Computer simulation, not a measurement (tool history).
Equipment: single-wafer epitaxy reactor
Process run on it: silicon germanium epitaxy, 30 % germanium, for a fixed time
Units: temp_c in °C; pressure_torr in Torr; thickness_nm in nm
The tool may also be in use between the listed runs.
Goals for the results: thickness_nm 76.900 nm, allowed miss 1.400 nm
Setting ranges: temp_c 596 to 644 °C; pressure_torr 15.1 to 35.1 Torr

Run 1, hour 0.0: temp_c 620 °C, pressure_torr 25.1 Torr. Result: thickness_nm 87.556 nm.
Run 2, hour 1.7: temp_c 620 °C, pressure_torr 23.1 Torr. Result: thickness_nm 84.611 nm.
Run 3, hour 9.5: temp_c 619 °C, pressure_torr 23.1 Torr. Result: thickness_nm 82.915 nm.
Run 4, hour 10.5: temp_c 619 °C, pressure_torr 21.3 Torr. Result: thickness_nm 80.143 nm.
Run 5, hour 16.1: temp_c 628 °C, pressure_torr 21.3 Torr. Result: thickness_nm 96.051 nm.
Run 6, hour 22.9: temp_c 626 °C, pressure_torr 21.3 Torr. Result: thickness_nm 92.157 nm.
Run 7, hour 26.8: temp_c 626 °C, pressure_torr 21.3 Torr. Result: thickness_nm 92.139 nm.
Run 8, hour 32.5: temp_c 624 °C, pressure_torr 21.3 Torr. Result: thickness_nm 88.152 nm.
Run 9, hour 38.8: temp_c 623 °C, pressure_torr 21.3 Torr. Result: thickness_nm 86.723 nm.
Run 10, hour 47.1: temp_c 622 °C, pressure_torr 21.3 Torr. Result: thickness_nm 85.657 nm.
Run 11, hour 52.3: temp_c 621 °C, pressure_torr 21.3 Torr. Result: thickness_nm 83.090 nm.
Run 12, hour 55.8: temp_c 620 °C, pressure_torr 21.3 Torr. Result: thickness_nm 81.868 nm.
Run 13, hour 59.3: temp_c 619 °C, pressure_torr 21.3 Torr. Result: thickness_nm 80.294 nm.
Run 14, hour 62.8: temp_c 618 °C, pressure_torr 21.3 Torr. Result: thickness_nm 78.502 nm.

Of the 4 settings listed for the next run, only one would bring every result within its allowed miss of target. Which one?
Run A, hour 66.3: temp_c 624 °C, pressure_torr 16.9 Torr. Result: thickness_nm ?.
Run B, hour 66.3: temp_c 615 °C, pressure_torr 23.5 Torr. Result: thickness_nm ?.
Run C, hour 66.3: temp_c 623 °C, pressure_torr 16.9 Torr. Result: thickness_nm ?.
Run D, hour 66.3: temp_c 617 °C, pressure_torr 23.2 Torr. Result: thickness_nm ?.

move  thickness_nm
   A        81.154
   B        77.085
   C        79.569
   D        79.848
A: lands further from the targets than the last run did
B: in spec on every target
C: lands further from the targets than the last run did
D: lands further from the targets than the last run did
B is the move that brings every result within its allowed miss.

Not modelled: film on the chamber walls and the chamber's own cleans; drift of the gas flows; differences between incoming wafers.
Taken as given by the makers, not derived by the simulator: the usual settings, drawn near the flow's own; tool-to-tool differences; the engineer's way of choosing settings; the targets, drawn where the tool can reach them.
